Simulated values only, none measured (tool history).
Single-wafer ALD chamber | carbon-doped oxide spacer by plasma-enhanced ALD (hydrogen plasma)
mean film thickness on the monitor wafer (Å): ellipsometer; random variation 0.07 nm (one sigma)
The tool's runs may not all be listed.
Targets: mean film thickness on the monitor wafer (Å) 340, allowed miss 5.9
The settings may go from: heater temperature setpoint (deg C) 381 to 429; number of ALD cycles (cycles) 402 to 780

| run | hour | heater temperature setpoint (deg C) | number of ALD cycles (cycles) | mean film thickness on the monitor wafer (Å) |
|---|---|---|---|---|
| 1 | 0 | 405 | 591 | 278.97 |
| 2 | 5.3 | 402 | 616 | 293.18 |
| 3 | 13.7 | 402 | 653 | 309.76 |
| 4 | 18.1 | 399 | 664 | 317.97 |
| 5 | 24.7 | 403 | 664 | 315.4 |
| 6 | 26.9 | 408 | 664 | 311.44 |
| 7 | 32.1 | 408 | 664 | 311.15 |
| 8 | 40.4 | 405 | 674 | 318.45 |
| 9 | 44.9 | 405 | 674 | 318.12 |
| 10 | 48.8 | 403 | 681 | 324.45 |
| 11 | 49.8 | 401 | 685 | 325.92 |
| 12 | 57.8 | 400 | 691 | 329.67 |
| 13 | 64.2 | 399 | 695 | 332.75 |

4 next moves are on the table. One of them brings every result within its allowed miss. Which?
| A | 70.6 | 387 | 685 | ? |
| B | 70.6 | 395 | 683 | ? |
| C | 70.6 | 393 | 707 | ? |
| D | 70.6 | 398 | 667 | ? |

| move | mean film thickness on the monitor wafer (Å) |
|---|---|
| A | 328.16 |
| B | 327.2 |
| C | 338.7 |
| D | 319.54 |
A: further off than the last run
B: further off than the last run
C: meets every target
D: further off than the last run
Move C is the one to make.
